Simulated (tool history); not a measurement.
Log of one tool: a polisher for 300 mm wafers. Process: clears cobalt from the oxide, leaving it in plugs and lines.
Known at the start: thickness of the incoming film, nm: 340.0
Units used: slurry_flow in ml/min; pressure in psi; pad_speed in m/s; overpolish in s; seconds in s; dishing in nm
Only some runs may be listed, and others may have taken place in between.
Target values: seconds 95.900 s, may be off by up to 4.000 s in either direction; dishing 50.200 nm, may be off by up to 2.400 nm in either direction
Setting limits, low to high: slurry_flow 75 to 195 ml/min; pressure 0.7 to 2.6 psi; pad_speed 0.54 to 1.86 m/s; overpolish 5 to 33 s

{"run": 1, "hour": 0.0, "slurry_flow": 125, "pressure": 1.6, "pad_speed": 1.18, "overpolish": 17, "seconds": 64.078, "dishing": 57.139}
{"run": 2, "hour": 3.2, "slurry_flow": 150, "pressure": 1.6, "pad_speed": 1.18, "overpolish": 17, "seconds": 61.717, "dishing": 58.235}
{"run": 3, "hour": 10.1, "slurry_flow": 150, "pressure": 1.6, "pad_speed": 1.18, "overpolish": 14, "seconds": 62.661, "dishing": 50.352}
{"run": 4, "hour": 12.1, "slurry_flow": 145, "pressure": 1.4, "pad_speed": 1.18, "overpolish": 16, "seconds": 71.195, "dishing": 49.648}
{"run": 5, "hour": 19.3, "slurry_flow": 160, "pressure": 1.4, "pad_speed": 1.18, "overpolish": 16, "seconds": 69.178, "dishing": 52.554}
{"run": 6, "hour": 21.4, "slurry_flow": 150, "pressure": 1.3, "pad_speed": 1.18, "overpolish": 17, "seconds": 74.966, "dishing": 51.403}
{"run": 7, "hour": 27.8, "slurry_flow": 145, "pressure": 1.2, "pad_speed": 1.18, "overpolish": 18, "seconds": 82.109, "dishing": 50.743}
{"run": 8, "hour": 30.0, "slurry_flow": 135, "pressure": 1.2, "pad_speed": 1.18, "overpolish": 19, "seconds": 82.322, "dishing": 50.849}
{"run": 9, "hour": 31.9, "slurry_flow": 130, "pressure": 1.2, "pad_speed": 1.18, "overpolish": 20, "seconds": 84.092, "dishing": 54.115}
{"run": 10, "hour": 37.9, "slurry_flow": 125, "pressure": 1.2, "pad_speed": 1.18, "overpolish": 20, "seconds": 85.343, "dishing": 53.649}
{"run": 11, "hour": 42.2, "slurry_flow": 120, "pressure": 1.2, "pad_speed": 1.18, "overpolish": 20, "seconds": 85.704, "dishing": 53.726}
{"run": 12, "hour": 51.1, "slurry_flow": 115, "pressure": 1.2, "pad_speed": 1.18, "overpolish": 20, "seconds": 84.707, "dishing": 51.783}
{"run": 13, "hour": 57.9, "slurry_flow": 110, "pressure": 1.2, "pad_speed": 1.18, "overpolish": 20, "seconds": 86.33, "dishing": 52.123}

Which of these 4 next moves meets every target?
{"run": "A", "hour": 64.7, "slurry_flow": 120, "pressure": 1.2, "pad_speed": 0.96, "overpolish": 26, "seconds": "?", "dishing": "?"}
{"run": "B", "hour": 64.7, "slurry_flow": 80, "pressure": 1.5, "pad_speed": 1.1, "overpolish": 20, "seconds": "?", "dishing": "?"}
{"run": "C", "hour": 64.7, "slurry_flow": 75, "pressure": 1.4, "pad_speed": 1.32, "overpolish": 16, "seconds": "?", "dishing": "?"}
{"run": "D", "hour": 64.7, "slurry_flow": 130, "pressure": 1.5, "pad_speed": 0.7, "overpolish": 21, "seconds": "?", "dishing": "?"}

move=A seconds=98.460 dishing=56.135
move=B seconds=78.785 dishing=54.564
move=C seconds=74.601 dishing=48.559
move=D seconds=96.970 dishing=49.009
A: meets the target for the result that was furthest off, but another lies outside its allowed miss
B: the biggest miss grows against the last run
C: the biggest miss grows against the last run
D: hits every target within its allowed miss
D is the move that brings every result within its allowed miss.

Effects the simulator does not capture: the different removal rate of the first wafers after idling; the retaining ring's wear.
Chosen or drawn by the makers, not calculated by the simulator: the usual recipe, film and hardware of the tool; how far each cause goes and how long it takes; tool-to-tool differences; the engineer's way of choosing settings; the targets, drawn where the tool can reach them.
